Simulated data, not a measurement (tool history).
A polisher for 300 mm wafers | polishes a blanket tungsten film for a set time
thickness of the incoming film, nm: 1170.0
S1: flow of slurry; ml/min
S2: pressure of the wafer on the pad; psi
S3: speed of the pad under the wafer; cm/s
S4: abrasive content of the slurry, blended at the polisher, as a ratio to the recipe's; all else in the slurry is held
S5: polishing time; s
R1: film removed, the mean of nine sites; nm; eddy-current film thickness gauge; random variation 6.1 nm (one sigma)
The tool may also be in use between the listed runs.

run  hour   S1   S2   S3  S4  S5      R1
  1     0  240  3.1  134   1  39  235.31
  2   7.1  240  3.1  112   1  39  200.39
  3  14.2  285  3.1  112   1  39  207.68
  4  16.2  285  3.1   86   1  39     160
  5  23.2  285  3.5   96   1  39  202.04
  6  27.4  285  3.8  104   1  39  243.01

Run 7 comes next. What will it give?
  7  31.2  285   4  110   1  39   ?

R1: 263.2 nm
